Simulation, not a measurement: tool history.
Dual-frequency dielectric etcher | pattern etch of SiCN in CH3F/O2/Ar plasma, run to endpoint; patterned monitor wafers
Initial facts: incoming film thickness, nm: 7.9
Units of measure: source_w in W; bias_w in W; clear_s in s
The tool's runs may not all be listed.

run    day  source_w  bias_w  clear_s
  1      0       330      92   19.462
  2  0.071       330     104   18.734
  3  0.129       280     104   19.733
  4  0.279       280      88   20.778
  5  0.604       320      88   19.933
  6   0.75       320     103   18.858
  7  0.967       330     103   18.879
  8  1.254       340     104   18.509

Run 9 comes next. What will it give?
  9  1.346       360     105        ?

clear_s: 18.138 s
